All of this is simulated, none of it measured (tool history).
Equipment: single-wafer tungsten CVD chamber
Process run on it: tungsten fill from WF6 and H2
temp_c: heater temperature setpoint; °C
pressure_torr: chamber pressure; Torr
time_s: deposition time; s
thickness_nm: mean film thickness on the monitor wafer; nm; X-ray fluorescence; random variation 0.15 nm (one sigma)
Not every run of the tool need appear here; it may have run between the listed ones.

{"run": 1, "hour": 0.0, "temp_c": 390, "pressure_torr": 33.8, "time_s": 18.6, "thickness_nm": 43.728}
{"run": 2, "hour": 2.1, "temp_c": 386, "pressure_torr": 33.7, "time_s": 18.6, "thickness_nm": 40.233}
{"run": 3, "hour": 9.0, "temp_c": 382, "pressure_torr": 33.7, "time_s": 18.6, "thickness_nm": 37.309}
{"run": 4, "hour": 14.0, "temp_c": 380, "pressure_torr": 33.6, "time_s": 18.6, "thickness_nm": 35.572}
{"run": 5, "hour": 19.8, "temp_c": 380, "pressure_torr": 37.3, "time_s": 18.6, "thickness_nm": 37.611}
{"run": 6, "hour": 23.8, "temp_c": 378, "pressure_torr": 37.2, "time_s": 18.6, "thickness_nm": 36.057}
{"run": 7, "hour": 28.3, "temp_c": 376, "pressure_torr": 37.1, "time_s": 18.6, "thickness_nm": 34.545}
{"run": 8, "hour": 36.6, "temp_c": 374, "pressure_torr": 37.1, "time_s": 18.6, "thickness_nm": 33.048}

Predict the results of run 9:
{"run": 9, "hour": 43.6, "temp_c": 373, "pressure_torr": 37.1, "time_s": 18.6, "thickness_nm": "?"}

{"run 9": {"thickness_nm": 32.282}}
